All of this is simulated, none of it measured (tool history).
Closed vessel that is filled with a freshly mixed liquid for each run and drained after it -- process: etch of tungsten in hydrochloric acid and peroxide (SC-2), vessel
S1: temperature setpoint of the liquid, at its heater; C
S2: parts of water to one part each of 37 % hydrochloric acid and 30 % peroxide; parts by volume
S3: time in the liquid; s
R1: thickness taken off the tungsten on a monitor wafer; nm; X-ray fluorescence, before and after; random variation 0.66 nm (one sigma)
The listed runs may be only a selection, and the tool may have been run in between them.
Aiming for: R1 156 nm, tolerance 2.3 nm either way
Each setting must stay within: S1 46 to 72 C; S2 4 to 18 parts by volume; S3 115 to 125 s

Run 1, hour 0: S1 62 C, S2 10 parts by volume, S3 115 s. Result: R1 59.582 nm.
Run 2, hour 4.4: S1 56.5 C, S2 10 parts by volume, S3 115 s. Result: R1 42.141 nm.
Run 3, hour 9: S1 56.5 C, S2 10 parts by volume, S3 115 s. Result: R1 41.994 nm.
Run 4, hour 16.4: S1 56.5 C, S2 10 parts by volume, S3 125 s. Result: R1 45.822 nm.
Run 5, hour 19.1: S1 60 C, S2 9.5 parts by volume, S3 125 s. Result: R1 59.368 nm.
Run 6, hour 22.6: S1 62.5 C, S2 9 parts by volume, S3 125 s. Result: R1 72.823 nm.
Run 7, hour 31.5: S1 64.5 C, S2 8.5 parts by volume, S3 125 s. Result: R1 86.096 nm.
Run 8, hour 36.1: S1 66 C, S2 8 parts by volume, S3 125 s. Result: R1 99.251 nm.
Run 9, hour 43.4: S1 67.5 C, S2 8 parts by volume, S3 125 s. Result: R1 108.42 nm.
Run 10, hour 46.9: S1 68.5 C, S2 8 parts by volume, S3 125 s. Result: R1 114.27 nm.
Run 11, hour 53.8: S1 69 C, S2 7.5 parts by volume, S3 125 s. Result: R1 124.61 nm.
Run 12, hour 62.4: S1 69.5 C, S2 7.5 parts by volume, S3 125 s. Result: R1 128.02 nm.
Run 13, hour 66.2: S1 70 C, S2 7.5 parts by volume, S3 125 s. Result: R1 131.58 nm.
Run 14, hour 73.4: S1 70.5 C, S2 7.5 parts by volume, S3 125 s. Result: R1 135.75 nm.
Run 15, hour 76.1: S1 71 C, S2 7.5 parts by volume, S3 125 s. Result: R1 139.03 nm.
Run 16, hour 79.2: S1 71.5 C, S2 7 parts by volume, S3 125 s. Result: R1 152.26 nm.

Which single option among these 4 for the next run brings every result within its allowed miss of target? Just one does.
Run A, hour 82.3: S1 72 C, S2 6.5 parts by volume, S3 120 s. Result: R1 ?.
Run B, hour 82.3: S1 68.5 C, S2 4.5 parts by volume, S3 115 s. Result: R1 ?.
Run C, hour 82.3: S1 72 C, S2 7.5 parts by volume, S3 125 s. Result: R1 ?.
Run D, hour 82.3: S1 72 C, S2 7 parts by volume, S3 125 s. Result: R1 ?.

move      R1
   A  159.02
   B  162.07
   C  148.21
   D  156.44
A: takes the biggest miss from the last run beyond its target
B: takes the biggest miss from the last run beyond its target
C: further off than the last run
D: each result inside its tolerance
The move that meets every target is D.
